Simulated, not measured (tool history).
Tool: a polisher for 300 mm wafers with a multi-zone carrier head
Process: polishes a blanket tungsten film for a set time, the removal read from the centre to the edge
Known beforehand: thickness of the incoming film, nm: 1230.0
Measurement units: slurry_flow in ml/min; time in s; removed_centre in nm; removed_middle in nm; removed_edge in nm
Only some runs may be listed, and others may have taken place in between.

| run | hour | slurry_flow | centre_zone | middle_zone | edge_zone | slurry_solids | time | removed_centre | removed_middle | removed_edge |
|---|---|---|---|---|---|---|---|---|---|---|
| 1 | 0 | 180 | 1 | 1 | 1 | 1 | 73 | 392.09 | 408.11 | 402.1 |
| 2 | 7.4 | 190 | 1.01 | 1.02 | 1.03 | 1.1 | 73 | 414.6 | 424.27 | 410.05 |
| 3 | 9.9 | 190 | 1.01 | 1.07 | 1.03 | 1.1 | 73 | 416.37 | 450.67 | 414.43 |
| 4 | 12.3 | 190 | 1.01 | 1.07 | 1.03 | 1.25 | 73 | 425.03 | 445.48 | 422.06 |
| 5 | 18.6 | 190 | 1.01 | 1.07 | 1.03 | 1.25 | 65 | 371.75 | 409.09 | 381.3 |
| 6 | 24.4 | 190 | 1.01 | 1.07 | 1.03 | 1.1 | 65 | 367.8 | 393.15 | 362.43 |

Forecast run 7:
| 7 | 26.9 | 185 | 1.01 | 1.07 | 1.04 | 1.2 | 68 | ? | ? | ? |

{"run 7": {"removed_centre": 388.76, "removed_middle": 417.57, "removed_edge": 403.25}}
